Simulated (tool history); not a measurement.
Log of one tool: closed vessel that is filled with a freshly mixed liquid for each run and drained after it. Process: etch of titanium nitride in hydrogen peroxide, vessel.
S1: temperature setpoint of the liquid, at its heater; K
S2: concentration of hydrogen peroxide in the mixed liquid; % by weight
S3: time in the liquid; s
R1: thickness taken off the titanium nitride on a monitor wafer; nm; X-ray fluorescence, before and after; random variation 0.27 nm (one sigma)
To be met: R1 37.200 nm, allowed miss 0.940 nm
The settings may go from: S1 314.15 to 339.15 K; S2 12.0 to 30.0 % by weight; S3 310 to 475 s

run 1 day=0.000 | S1=330.15 S2=21.0 S3=475 | R1=18.368
run 2 day=0.200 | S1=324.65 S2=21.0 S3=475 | R1=12.639
run 3 day=0.371 | S1=322.15 S2=21.0 S3=475 | R1=10.631
run 4 day=0.433 | S1=326.65 S2=23.0 S3=475 | R1=14.802
-- day=0.583 peroxide flow meter replaced
run 5 day=0.583 | S1=326.65 S2=19.5 S3=475 | R1=14.720
run 6 day=0.821 | S1=326.65 S2=19.5 S3=475 | R1=14.720
run 7 day=0.925 | S1=329.65 S2=17.5 S3=475 | R1=17.775
run 8 day=1.083 | S1=332.15 S2=20.5 S3=475 | R1=21.632
run 9 day=1.417 | S1=334.15 S2=23.0 S3=475 | R1=25.263
run 10 day=1.475 | S1=335.65 S2=24.5 S3=475 | R1=28.463
run 11 day=1.788 | S1=336.65 S2=25.0 S3=475 | R1=30.376
run 12 day=1.875 | S1=337.15 S2=26.0 S3=475 | R1=31.865

4 next moves are on the table. One of them brings every result within its allowed miss. Which?
run A day=1.962 | S1=333.65 S2=24.0 S3=475 | R1=?
run B day=1.962 | S1=338.65 S2=24.5 S3=475 | R1=?
run C day=1.962 | S1=339.15 S2=28.5 S3=475 | R1=?
run D day=1.962 | S1=338.15 S2=29.5 S3=475 | R1=?

move=A R1=24.463
move=B R1=34.310
move=C R1=36.651
move=D R1=34.581
A: further off than the last run
B: nearer than the last run, and not there yet
C: meets every target
D: nearer than the last run, and not there yet
Move C is the one to make.
